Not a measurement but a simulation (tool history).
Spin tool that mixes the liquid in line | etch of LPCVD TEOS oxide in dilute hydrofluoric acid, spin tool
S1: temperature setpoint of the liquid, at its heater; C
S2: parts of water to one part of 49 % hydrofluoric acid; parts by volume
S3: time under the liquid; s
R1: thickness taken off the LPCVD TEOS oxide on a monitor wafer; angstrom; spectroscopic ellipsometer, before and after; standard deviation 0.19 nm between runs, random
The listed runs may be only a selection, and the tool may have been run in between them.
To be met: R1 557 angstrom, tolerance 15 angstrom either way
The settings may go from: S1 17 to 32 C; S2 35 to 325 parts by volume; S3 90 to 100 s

| run | hour | S1 | S2 | S3 | R1 |
|---|---|---|---|---|---|
| 1 | 0 | 24 | 180 | 90 | 184.94 |
| 2 | 4.6 | 25 | 165 | 90 | 214.02 |
| 3 | 12.1 | 26 | 150 | 90 | 248.54 |
| 4 | 16.6 | 26 | 185 | 90 | 193.07 |
| 5 | 23.7 | 27 | 170 | 90 | 222.19 |
| 6 | 29.9 | 27 | 225 | 90 | 157.81 |
| 7 | 36.6 | 27.5 | 200 | 90 | 184.81 |
| 8 | 40.6 | 31.5 | 130 | 90 | 362.05 |
| 9 | 46.2 | 31.5 | 120 | 90 | 394.63 |
| 10 | 47.8 | 31.5 | 115 | 90 | 416.3 |
| 11 | 51.7 | 32 | 70 | 90 | 742.66 |
| 12 | 59.7 | 30.5 | 70 | 90 | 704.3 |
| 13 | 67.7 | 29.5 | 70 | 90 | 671.56 |
| 14 | 75.9 | 28.5 | 70 | 90 | 646.39 |
| 15 | 81.8 | 28 | 70 | 90 | 640.49 |
| 16 | 82.5 | 27.5 | 70 | 90 | 626.64 |
| 17 | 90.2 | 27 | 70 | 90 | 614.87 |
| 18 | 93.2 | 26.5 | 70 | 90 | 599.77 |
| 19 | 97.3 | 26 | 70 | 90 | 584.37 |

Consider the 4 candidate settings below. Which is the only one whose results all fall within their allowed miss of target?
| A | 101.4 | 25.5 | 70 | 95 | ? |
| B | 101.4 | 23 | 65 | 100 | ? |
| C | 101.4 | 25 | 75 | 95 | ? |
| D | 101.4 | 29.5 | 80 | 95 | ? |

| move | R1 |
|---|---|
| A | 607.88 |
| B | 626.79 |
| C | 552.45 |
| D | 613.54 |
A: misses by more than the last run did
B: misses by more than the last run did
C: every result within its allowed miss
D: misses by more than the last run did
Move C is the one to make.
